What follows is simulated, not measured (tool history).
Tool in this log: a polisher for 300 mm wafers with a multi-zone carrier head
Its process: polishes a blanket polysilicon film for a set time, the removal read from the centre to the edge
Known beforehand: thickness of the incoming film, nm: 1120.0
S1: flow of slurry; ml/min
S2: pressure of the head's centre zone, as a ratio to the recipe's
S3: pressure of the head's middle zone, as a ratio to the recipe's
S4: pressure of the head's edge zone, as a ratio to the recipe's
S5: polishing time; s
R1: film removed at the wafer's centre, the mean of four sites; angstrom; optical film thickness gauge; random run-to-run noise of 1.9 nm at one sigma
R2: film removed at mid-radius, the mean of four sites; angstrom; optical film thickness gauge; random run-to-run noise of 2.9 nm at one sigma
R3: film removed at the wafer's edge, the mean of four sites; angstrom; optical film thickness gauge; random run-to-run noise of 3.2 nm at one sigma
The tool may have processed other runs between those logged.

run,day,S1,S2,S3,S4,S5,R1,R2,R3
1,0,160,1,1,1,50,3275.8,3683,3625.6
2,0.121,160,1.04,1.01,0.94,46,3128,3415.3,3226.3
3,0.375,160,1.12,1.01,0.94,46,3326.4,3419.6,3269.2
4,0.425,160,1.12,1.01,0.91,46,3354,3397.8,3107.4
5,0.471,150,1.11,1,0.88,45,3204.6,3268,3064
6,0.571,160,1.12,1.01,0.86,42,3078.1,3067.6,2875.9

Run 7 is up next; what results do you expect?
7,0.712,155,1.14,1.04,0.84,41,?,?,?

{"run 7": {"R1": 3025.1, "R2": 3048.7, "R3": 2819.1}}
